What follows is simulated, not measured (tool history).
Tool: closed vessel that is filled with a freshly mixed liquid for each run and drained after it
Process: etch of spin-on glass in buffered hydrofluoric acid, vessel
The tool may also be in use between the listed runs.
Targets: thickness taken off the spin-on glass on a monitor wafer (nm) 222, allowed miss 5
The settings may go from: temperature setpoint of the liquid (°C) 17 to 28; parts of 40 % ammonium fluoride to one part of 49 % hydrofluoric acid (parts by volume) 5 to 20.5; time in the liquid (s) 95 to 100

| run | hour | temperature setpoint of the liquid (°C) | parts of 40 % ammonium fluoride to one part of 49 % hydrofluoric acid (parts by volume) | time in the liquid (s) | thickness taken off the spin-on glass on a monitor wafer (nm) |
|---|---|---|---|---|---|
| 1 | 0 | 20 | 12.5 | 95 | 142.81 |
| 2 | 3.1 | 20 | 12.5 | 100 | 148.93 |
| 3 | 3.6 | 20 | 10.5 | 100 | 176.04 |
| 4 | 6.9 | 20.5 | 10.5 | 100 | 181.33 |
| 5 | 9.4 | 20.5 | 10.5 | 100 | 181.51 |
| 6 | 10.1 | 18 | 10.5 | 100 | 156.59 |
| 7 | 17.8 | 19 | 10.5 | 100 | 167.12 |
| 8 | 18.4 | 23 | 10.5 | 100 | 206.78 |

Which of these 4 next moves meets every target?
| A | 19 | 23.5 | 11.5 | 100 | ? |
| B | 19 | 22 | 9.5 | 95 | ? |
| C | 19 | 23 | 11.5 | 100 | ? |
| D | 19 | 22 | 9 | 100 | ? |

| move | thickness taken off the spin-on glass on a monitor wafer (nm) |
|---|---|
| A | 196.5 |
| B | 203.44 |
| C | 191.18 |
| D | 221.55 |
A: further off than the last run
B: further off than the last run
C: further off than the last run
D: meets every target
Move D is the one to make.
